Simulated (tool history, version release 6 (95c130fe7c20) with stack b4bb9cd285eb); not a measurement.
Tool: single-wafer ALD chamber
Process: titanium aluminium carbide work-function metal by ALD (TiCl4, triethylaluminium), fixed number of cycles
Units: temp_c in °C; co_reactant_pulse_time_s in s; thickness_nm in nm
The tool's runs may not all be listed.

{"run": 1, "hour": 0.0, "temp_c": 300, "co_reactant_pulse_time_s": 13.94, "thickness_nm": 2.0605}
{"run": 2, "hour": 5.6, "temp_c": 296, "co_reactant_pulse_time_s": 13.07, "thickness_nm": 2.0245}
{"run": 3, "hour": 12.8, "temp_c": 296, "co_reactant_pulse_time_s": 10.9, "thickness_nm": 1.969}
{"run": 4, "hour": 21.7, "temp_c": 294, "co_reactant_pulse_time_s": 10.48, "thickness_nm": 1.9476}
{"run": 5, "hour": 27.4, "temp_c": 294, "co_reactant_pulse_time_s": 6.99, "thickness_nm": 1.5376}
{"run": 6, "hour": 28.7, "temp_c": 294, "co_reactant_pulse_time_s": 7.52, "thickness_nm": 1.6497}
{"run": 7, "hour": 32.3, "temp_c": 294, "co_reactant_pulse_time_s": 7.9, "thickness_nm": 1.7131}
{"run": 8, "hour": 36.5, "temp_c": 294, "co_reactant_pulse_time_s": 8.16, "thickness_nm": 1.7502}
{"run": 9, "hour": 39.1, "temp_c": 293, "co_reactant_pulse_time_s": 8.29, "thickness_nm": 1.7581}
{"run": 10, "hour": 43.8, "temp_c": 292, "co_reactant_pulse_time_s": 8.32, "thickness_nm": 1.758}
{"run": 11, "hour": 49.4, "temp_c": 291, "co_reactant_pulse_time_s": 8.35, "thickness_nm": 1.7455}

The next listed run, before its measurement:
{"run": 12, "hour": 50.7, "temp_c": 290, "co_reactant_pulse_time_s": 8.47, "thickness_nm": "?"}

thickness_nm: 1.7664 nm
